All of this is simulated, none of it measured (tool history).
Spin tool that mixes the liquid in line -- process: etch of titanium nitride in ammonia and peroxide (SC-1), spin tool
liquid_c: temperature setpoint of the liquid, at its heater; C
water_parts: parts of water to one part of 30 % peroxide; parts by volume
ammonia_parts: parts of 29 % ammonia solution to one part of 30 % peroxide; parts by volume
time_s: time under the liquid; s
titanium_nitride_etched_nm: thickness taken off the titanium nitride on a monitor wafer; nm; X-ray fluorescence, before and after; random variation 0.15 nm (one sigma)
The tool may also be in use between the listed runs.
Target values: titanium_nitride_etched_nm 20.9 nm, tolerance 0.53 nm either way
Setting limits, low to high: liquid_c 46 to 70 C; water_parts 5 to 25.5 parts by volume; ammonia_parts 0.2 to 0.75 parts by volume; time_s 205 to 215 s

Run 1, hour 0: liquid_c 62 C, water_parts 14.5 parts by volume, ammonia_parts 0.45 parts by volume, time_s 205 s. Result: titanium_nitride_etched_nm 18.764 nm.
Run 2, hour 7.5: liquid_c 62 C, water_parts 18.5 parts by volume, ammonia_parts 0.45 parts by volume, time_s 205 s. Result: titanium_nitride_etched_nm 16.192 nm.
Run 3, hour 15.6: liquid_c 62 C, water_parts 18.5 parts by volume, ammonia_parts 0.45 parts by volume, time_s 215 s. Result: titanium_nitride_etched_nm 17.227 nm.
Run 4, hour 22.2: liquid_c 62.5 C, water_parts 18.5 parts by volume, ammonia_parts 0.45 parts by volume, time_s 215 s. Result: titanium_nitride_etched_nm 17.779 nm.
Run 5, hour 29.2: liquid_c 58.5 C, water_parts 18.5 parts by volume, ammonia_parts 0.45 parts by volume, time_s 215 s. Result: titanium_nitride_etched_nm 13.541 nm.
Run 6, hour 38.1: liquid_c 58.5 C, water_parts 18.5 parts by volume, ammonia_parts 0.55 parts by volume, time_s 215 s. Result: titanium_nitride_etched_nm 14.179 nm.
Run 7, hour 46.3: liquid_c 60 C, water_parts 18.5 parts by volume, ammonia_parts 0.55 parts by volume, time_s 215 s. Result: titanium_nitride_etched_nm 15.46 nm.
Run 8, hour 49: liquid_c 65.5 C, water_parts 18.5 parts by volume, ammonia_parts 0.55 parts by volume, time_s 215 s. Result: titanium_nitride_etched_nm 22.309 nm.
Run 9, hour 52.4: liquid_c 65.5 C, water_parts 18.5 parts by volume, ammonia_parts 0.55 parts by volume, time_s 215 s. Result: titanium_nitride_etched_nm 22.378 nm.
Run 10, hour 57.6: liquid_c 64 C, water_parts 18.5 parts by volume, ammonia_parts 0.55 parts by volume, time_s 215 s. Result: titanium_nitride_etched_nm 20.071 nm.

Which one of the following 4 next-run settings gets every result inside its allowed miss? There is exactly one.
Run A, hour 62.8: liquid_c 62 C, water_parts 14.5 parts by volume, ammonia_parts 0.5 parts by volume, time_s 210 s. Result: titanium_nitride_etched_nm ?.
Run B, hour 62.8: liquid_c 65 C, water_parts 22.5 parts by volume, ammonia_parts 0.45 parts by volume, time_s 210 s. Result: titanium_nitride_etched_nm ?.
Run C, hour 62.8: liquid_c 65 C, water_parts 23 parts by volume, ammonia_parts 0.55 parts by volume, time_s 215 s. Result: titanium_nitride_etched_nm ?.
Run D, hour 62.8: liquid_c 66 C, water_parts 20.5 parts by volume, ammonia_parts 0.45 parts by volume, time_s 215 s. Result: titanium_nitride_etched_nm ?.

move  titanium_nitride_etched_nm
   A                      19.273
   B                      17.962
   C                       18.86
   D                      20.646
A: lands further from the targets than the last run did
B: lands further from the targets than the last run did
C: lands further from the targets than the last run did
D: in spec on every target
So the answer is move D, the one that meets all the targets.

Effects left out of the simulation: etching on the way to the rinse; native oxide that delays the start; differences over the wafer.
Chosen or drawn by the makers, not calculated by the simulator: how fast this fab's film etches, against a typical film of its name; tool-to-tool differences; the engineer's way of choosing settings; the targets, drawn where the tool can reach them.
